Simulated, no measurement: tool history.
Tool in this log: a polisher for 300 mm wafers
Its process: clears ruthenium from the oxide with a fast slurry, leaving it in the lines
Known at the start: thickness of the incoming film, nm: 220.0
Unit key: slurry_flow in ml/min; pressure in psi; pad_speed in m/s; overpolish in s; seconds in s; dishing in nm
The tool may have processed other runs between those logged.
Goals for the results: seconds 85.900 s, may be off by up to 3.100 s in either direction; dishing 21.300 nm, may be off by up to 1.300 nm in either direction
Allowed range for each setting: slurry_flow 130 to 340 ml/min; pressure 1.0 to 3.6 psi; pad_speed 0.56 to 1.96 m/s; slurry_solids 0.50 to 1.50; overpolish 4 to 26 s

run,day,slurry_flow,pressure,pad_speed,slurry_solids,overpolish,seconds,dishing
1,0.000,220,2.3,1.26,1.00,13,61.240,34.794
2,0.258,220,2.1,1.26,1.00,12,68.231,29.259
3,0.604,245,2.1,1.26,1.00,12,65.683,29.540
4,0.917,240,2.0,1.26,1.00,12,69.546,28.430
5,1.188,235,1.9,1.26,1.00,12,73.119,26.504
6,1.421,235,2.4,1.26,1.00,12,58.102,33.238
7,1.500,230,2.2,1.26,1.00,12,62.725,30.090
8,1.842,230,2.1,1.26,1.00,12,67.477,29.558
9,2.217,225,2.0,1.26,1.00,12,69.652,28.728
10,2.550,225,1.9,1.26,1.00,12,73.477,26.969
11,2.671,225,1.8,1.26,1.00,12,75.981,25.300
12,2.800,225,1.7,1.26,1.00,12,81.911,24.707
13,3.142,220,1.7,1.26,1.00,11,82.380,22.524
# day 3.183: slurry blender recalibrated
14,3.183,215,1.7,1.26,1.00,11,74.939,23.904
15,3.350,230,1.7,1.26,1.00,11,73.688,23.890
16,3.708,215,1.7,1.26,1.00,11,75.483,24.821
17,4.042,225,1.7,1.26,1.00,11,73.130,23.517
18,4.329,220,1.6,1.26,1.00,11,79.184,23.367

Exercise: of the 4 proposed moves below, exactly one satisfies all targets within the stated allowed misses. Which move is it?
A,4.617,220,1.4,1.38,1.10,11,?,?
B,4.617,200,1.6,1.30,0.90,10,?,?
C,4.617,220,1.6,1.14,1.05,11,?,?
D,4.617,210,1.7,1.22,1.00,11,?,?

move,seconds,dishing
A,79.262,22.744
B,79.021,20.856
C,85.074,21.282
D,76.590,23.485
A: neither nearer nor further off than the last run
B: neither nearer nor further off than the last run
C: every result lands within tolerance
D: misses by more than the last run did
Go with C: it meets all targets.

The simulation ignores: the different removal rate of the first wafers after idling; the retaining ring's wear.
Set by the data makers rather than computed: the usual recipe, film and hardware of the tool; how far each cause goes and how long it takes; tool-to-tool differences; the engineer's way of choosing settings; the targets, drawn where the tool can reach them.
